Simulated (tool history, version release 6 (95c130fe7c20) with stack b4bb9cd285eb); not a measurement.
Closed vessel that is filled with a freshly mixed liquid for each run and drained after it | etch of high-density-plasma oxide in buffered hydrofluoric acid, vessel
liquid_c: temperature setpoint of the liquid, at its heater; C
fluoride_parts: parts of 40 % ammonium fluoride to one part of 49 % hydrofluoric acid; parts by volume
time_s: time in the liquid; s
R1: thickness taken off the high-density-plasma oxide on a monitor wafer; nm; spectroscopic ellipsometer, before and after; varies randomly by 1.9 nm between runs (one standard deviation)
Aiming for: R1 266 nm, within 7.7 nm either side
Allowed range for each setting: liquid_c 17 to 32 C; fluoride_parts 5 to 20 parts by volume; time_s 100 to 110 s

{"run": 1, "hour": 0.0, "liquid_c": 25, "fluoride_parts": 12, "time_s": 100, "R1": 168.49}
{"run": 2, "hour": 8.2, "liquid_c": 27, "fluoride_parts": 11.5, "time_s": 100, "R1": 195.62}
{"run": 3, "hour": 10.1, "liquid_c": 28.5, "fluoride_parts": 11.5, "time_s": 100, "R1": 213.54}
{"run": 4, "hour": 15.3, "liquid_c": 28.5, "fluoride_parts": 14, "time_s": 100, "R1": 173.48}
{"run": 5, "hour": 18.6, "liquid_c": 29.5, "fluoride_parts": 13, "time_s": 100, "R1": 199.71}
{"run": 6, "hour": 19.4, "liquid_c": 30.5, "fluoride_parts": 12.5, "time_s": 100, "R1": 216.66}
{"run": 7, "hour": 24.2, "liquid_c": 31, "fluoride_parts": 12, "time_s": 100, "R1": 229.71}
{"run": 8, "hour": 27.1, "liquid_c": 31.5, "fluoride_parts": 11.5, "time_s": 100, "R1": 248.32}

Exercise: of the 5 proposed moves below, exactly one satisfies all targets within the stated allowed misses. Which move is it?
{"run": "A", "hour": 30.0, "liquid_c": 31, "fluoride_parts": 11, "time_s": 100, "R1": "?"}
{"run": "B", "hour": 30.0, "liquid_c": 31, "fluoride_parts": 12.5, "time_s": 105, "R1": "?"}
{"run": "C", "hour": 30.0, "liquid_c": 32, "fluoride_parts": 12, "time_s": 110, "R1": "?"}
{"run": "D", "hour": 30.0, "liquid_c": 31.5, "fluoride_parts": 14, "time_s": 110, "R1": "?"}
{"run": "E", "hour": 30.0, "liquid_c": 31.5, "fluoride_parts": 13, "time_s": 105, "R1": "?"}

move=A R1=249.77
move=B R1=231.54
move=C R1=265.89
move=D R1=222.87
move=E R1=228.72
A: nearer the targets than the last run, but a result is still out of spec
B: lands further from the targets than the last run did
C: all results in spec
D: lands further from the targets than the last run did
E: lands further from the targets than the last run did
The right move is C.

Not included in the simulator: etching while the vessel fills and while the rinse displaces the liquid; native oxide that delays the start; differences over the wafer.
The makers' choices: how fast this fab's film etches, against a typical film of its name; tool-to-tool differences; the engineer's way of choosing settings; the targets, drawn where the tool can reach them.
